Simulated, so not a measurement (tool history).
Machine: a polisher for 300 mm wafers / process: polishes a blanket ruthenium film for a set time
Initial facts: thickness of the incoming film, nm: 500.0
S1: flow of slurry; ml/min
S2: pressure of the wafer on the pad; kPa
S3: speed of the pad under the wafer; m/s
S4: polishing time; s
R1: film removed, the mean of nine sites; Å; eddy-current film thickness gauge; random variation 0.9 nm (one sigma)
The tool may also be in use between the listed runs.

run 1 hour=0.0 | S1=175 S2=17.9 S3=1.14 S4=76 | R1=1165.7
run 2 hour=8.9 | S1=175 S2=17.2 S3=1.14 S4=76 | R1=1084.9
run 3 hour=17.7 | S1=150 S2=17.2 S3=1.14 S4=76 | R1=1081.3
run 4 hour=19.2 | S1=150 S2=16.5 S3=1.14 S4=76 | R1=1020.5
run 5 hour=21.9 | S1=150 S2=16.5 S3=1.32 S4=76 | R1=1155.5
-- hour=29.7 head pressure recalibrated
run 6 hour=29.7 | S1=150 S2=16.5 S3=1.46 S4=76 | R1=1329.0
run 7 hour=33.4 | S1=150 S2=15.9 S3=1.46 S4=76 | R1=1265.8
run 8 hour=41.9 | S1=150 S2=15.2 S3=1.46 S4=76 | R1=1233.4
run 9 hour=46.2 | S1=150 S2=14.5 S3=1.46 S4=76 | R1=1174.9

What will run 10 give?
run 10 hour=52.1 | S1=150 S2=13.8 S3=1.46 S4=76 | R1=?

R1: 1104.4 Å
